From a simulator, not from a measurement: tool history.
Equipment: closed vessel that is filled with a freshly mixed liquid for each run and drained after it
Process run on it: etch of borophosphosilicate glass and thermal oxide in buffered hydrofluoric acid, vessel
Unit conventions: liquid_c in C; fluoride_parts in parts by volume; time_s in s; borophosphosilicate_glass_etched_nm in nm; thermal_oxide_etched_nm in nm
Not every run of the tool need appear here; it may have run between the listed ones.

run	hour	liquid_c	fluoride_parts	time_s	borophosphosilicate_glass_etched_nm	thermal_oxide_etched_nm
1	0.0	20.0	11.5	60	116.55	47.215
2	5.9	18.5	11.5	60	107.31	44.142
3	7.1	19.5	11.5	60	112.77	45.900
4	8.9	20.5	11.5	60	120.79	48.683
5	15.7	20.5	11.5	45	89.81	35.924
6	16.7	22.5	11.0	45	105.01	42.801
7	24.6	24.0	11.0	45	114.47	46.303
8	31.9	25.0	11.0	45	120.82	49.102

Predict the results of run 9:
9	33.8	25.5	11.0	45	?	?

borophosphosilicate_glass_etched_nm: 123.79 nm
thermal_oxide_etched_nm: 49.978 nm
